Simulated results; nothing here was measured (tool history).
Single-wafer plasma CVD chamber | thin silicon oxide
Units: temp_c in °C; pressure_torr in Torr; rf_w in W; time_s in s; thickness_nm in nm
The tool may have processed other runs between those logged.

run  hour  temp_c  pressure_torr  rf_w  time_s  thickness_nm
  1     0     415          0.856   335     8.9        17.786
  2   2.5     415          0.753   335     8.9        15.782
  3   4.7     415          0.753   350     8.9        16.145
  4   7.4     415          0.652   350     8.9        13.986
  5  13.6     411          0.652   350     8.9        14.034
  6  14.1     411          0.652   350     8.9        13.956

Expected results for the next run?
  7  22.9     411          0.658   350     8.9             ?

Run 7 gave thickness_nm 14.136 nm.
